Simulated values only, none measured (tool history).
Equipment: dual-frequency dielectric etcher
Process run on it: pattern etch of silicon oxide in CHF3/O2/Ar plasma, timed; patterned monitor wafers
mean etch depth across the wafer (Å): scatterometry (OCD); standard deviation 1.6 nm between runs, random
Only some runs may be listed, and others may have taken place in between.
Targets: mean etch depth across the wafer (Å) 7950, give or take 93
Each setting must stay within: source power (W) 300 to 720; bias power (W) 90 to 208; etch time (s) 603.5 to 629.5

| run | hour | source power (W) | bias power (W) | etch time (s) | mean etch depth across the wafer (Å) |
|---|---|---|---|---|---|
| 1 | 0 | 510 | 149 | 603.5 | 10761 |
| 2 | 5.5 | 470 | 139 | 603.5 | 10180 |
| 3 | 10.5 | 440 | 139 | 603.5 | 9823.2 |
| 4 | 19.5 | 440 | 125 | 603.5 | 9560.3 |
| 5 | 24.4 | 420 | 121 | 603.5 | 9254.5 |
| 6 | 32.5 | 400 | 118 | 603.5 | 8971.7 |
| 7 | 41.3 | 380 | 116 | 603.5 | 8663.7 |
| 8 | 43.7 | 370 | 116 | 603.5 | 8561.3 |
| 9 | 52.1 | 370 | 116 | 603.5 | 8549.9 |

4 candidate next runs follow, results not yet known. Just one meets every target within its allowed miss. Identify it.
| A | 60.5 | 300 | 133 | 610 | ? |
| B | 60.5 | 320 | 105 | 619 | ? |
| C | 60.5 | 340 | 115 | 603.5 | ? |
| D | 60.5 | 350 | 103 | 620 | ? |

| move | mean etch depth across the wafer (Å) |
|---|---|
| A | 8166 |
| B | 7954.2 |
| C | 8222.9 |
| D | 8289.2 |
A: better than the last run, though not everything is in spec
B: all results in spec
C: better than the last run, though not everything is in spec
D: better than the last run, though not everything is in spec
B is the move that brings every result within its allowed miss.
